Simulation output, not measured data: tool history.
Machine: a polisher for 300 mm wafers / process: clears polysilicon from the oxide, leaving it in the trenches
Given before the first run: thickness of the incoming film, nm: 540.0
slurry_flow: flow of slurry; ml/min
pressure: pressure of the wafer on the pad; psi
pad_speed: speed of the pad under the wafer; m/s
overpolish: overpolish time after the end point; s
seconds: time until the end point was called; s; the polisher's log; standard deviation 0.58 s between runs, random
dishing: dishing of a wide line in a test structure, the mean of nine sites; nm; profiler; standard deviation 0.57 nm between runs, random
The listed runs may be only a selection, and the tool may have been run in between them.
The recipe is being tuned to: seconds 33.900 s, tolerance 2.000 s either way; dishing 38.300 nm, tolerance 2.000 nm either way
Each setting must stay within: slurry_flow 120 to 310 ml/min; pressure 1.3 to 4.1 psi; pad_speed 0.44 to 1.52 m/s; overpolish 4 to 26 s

run,hour,slurry_flow,pressure,pad_speed,overpolish,seconds,dishing
1,0.0,200,2.7,0.98,13,40.868,46.006
2,0.6,200,2.3,0.98,13,47.294,45.086
3,8.4,175,2.3,0.98,13,49.429,45.264
4,14.1,210,2.4,0.98,11,46.540,44.162
5,14.8,210,2.4,1.22,11,39.359,46.991
6,18.6,210,2.9,1.22,11,32.100,47.952
7,25.9,235,3.2,1.04,9,33.117,43.845
8,26.8,290,3.4,0.86,4,35.572,34.017

5 candidate next runs follow, results not yet known. Just one meets every target within its allowed miss. Identify it.
A,27.7,250,3.5,0.88,5,?,?
B,27.7,290,3.2,0.84,8,?,?
C,27.7,305,3.6,0.82,4,?,?
D,27.7,260,3.8,0.78,4,?,?
E,27.7,260,3.7,0.66,6,?,?

move,seconds,dishing
A,33.171,38.279
B,36.959,43.197
C,33.403,34.480
D,33.425,34.469
E,38.810,38.671
A: every result within its allowed miss
B: the result that was furthest off in the last run now lies on the other side of its target
C: an improvement on the last run, though not all results are within tolerance
D: an improvement on the last run, though not all results are within tolerance
E: puts the biggest miss on target and leaves a different result outside tolerance
So the answer is move A, the one that meets all the targets.
